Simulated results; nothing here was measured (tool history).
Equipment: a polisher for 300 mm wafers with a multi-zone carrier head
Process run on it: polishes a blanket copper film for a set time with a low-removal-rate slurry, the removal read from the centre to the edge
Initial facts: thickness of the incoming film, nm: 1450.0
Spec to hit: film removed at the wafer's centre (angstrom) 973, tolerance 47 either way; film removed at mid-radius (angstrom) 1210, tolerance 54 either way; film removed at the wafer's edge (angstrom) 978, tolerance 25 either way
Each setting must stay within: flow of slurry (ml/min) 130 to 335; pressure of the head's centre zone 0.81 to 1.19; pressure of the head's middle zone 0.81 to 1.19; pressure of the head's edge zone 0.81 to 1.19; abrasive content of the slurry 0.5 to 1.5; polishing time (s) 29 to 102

run	hour	flow of slurry (ml/min)	pressure of the head's centre zone	pressure of the head's middle zone	pressure of the head's edge zone	abrasive content of the slurry	polishing time (s)	film removed at the wafer's centre (angstrom)	film removed at mid-radius (angstrom)	film removed at the wafer's edge (angstrom)
1	0	215	1	1	1	1	65	1625.5	1695.1	1589.7
2	1.9	215	0.99	1.01	0.99	0.95	63	1508.2	1659	1540.4
3	9.8	215	1	1.02	0.98	0.9	61	1498.9	1560.9	1456.1
4	12.3	215	1	1.02	0.98	0.8	61	1438.1	1575.9	1451
5	21.4	215	1	1.06	0.98	0.8	61	1463.9	1606.9	1412.8
6	29	210	0.99	1.06	0.97	0.75	59	1348.2	1503.3	1366.9
7	37	215	0.99	1.07	0.96	0.75	58	1368.8	1519.3	1317
8	41.8	210	0.98	1.07	0.95	0.7	57	1294.2	1441.6	1270.8
9	46.9	205	0.92	1.17	0.85	0.5	45	895.92	1136.1	889.23
10	54.4	210	0.92	1.17	0.86	0.5	45	904.71	1167	897.19
11	63.1	215	0.92	1.17	0.87	0.5	45	914.51	1176.8	910.98
12	65.5	220	0.92	1.17	0.88	0.5	45	911.88	1175.4	920.9

Exactly one of the 5 candidate moves below puts every result within its allowed miss. Which one?
A	67.9	195	0.98	1.19	0.89	0.5	46	?	?	?
B	67.9	225	0.85	1.19	0.93	0.5	45	?	?	?
C	67.9	185	0.94	1.15	0.9	0.85	44	?	?	?
D	67.9	250	0.86	1.18	0.97	0.5	45	?	?	?
E	67.9	185	0.96	1.18	0.81	0.5	47	?	?	?

move	film removed at the wafer's centre (angstrom)	film removed at mid-radius (angstrom)	film removed at the wafer's edge (angstrom)
A	983.79	1197.5	924.4
B	854.35	1198.1	937.92
C	986.85	1218.2	976.17
D	877.94	1205.9	966.9
E	974.53	1204	899.74
A: better than the last run, though not everything is in spec
B: moves away from the targets compared with the last run
C: meets every target
D: the worst result of the last run now meets its target, but another is out of spec
E: moves away from the targets compared with the last run
So the answer is move C, the one that meets all the targets.
